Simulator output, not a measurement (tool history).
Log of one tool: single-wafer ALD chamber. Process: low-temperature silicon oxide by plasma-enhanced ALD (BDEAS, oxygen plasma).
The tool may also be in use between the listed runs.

run,hour,heater temperature setpoint (K),number of ALD cycles (cycles),mean film thickness on the monitor wafer (nm)
1,0.0,373.15,32,4.2968
2,6.5,373.15,36,4.8198
3,14.5,373.15,34,4.5525
4,18.8,373.15,37,4.9650
5,27.4,369.15,37,5.0211
6,33.4,369.15,34,4.6120
7,40.3,365.15,35,4.8202
8,46.2,362.15,36,5.0020
9,53.2,359.15,36,5.0243
10,60.0,359.15,36,5.0345
11,65.4,359.15,36,5.0461
12,68.8,357.15,36,5.0691
13,70.2,355.15,36,5.1081

Run 14 comes next. What will it give?
14,72.6,354.15,36,?

mean film thickness on the monitor wafer (nm): 5.1111
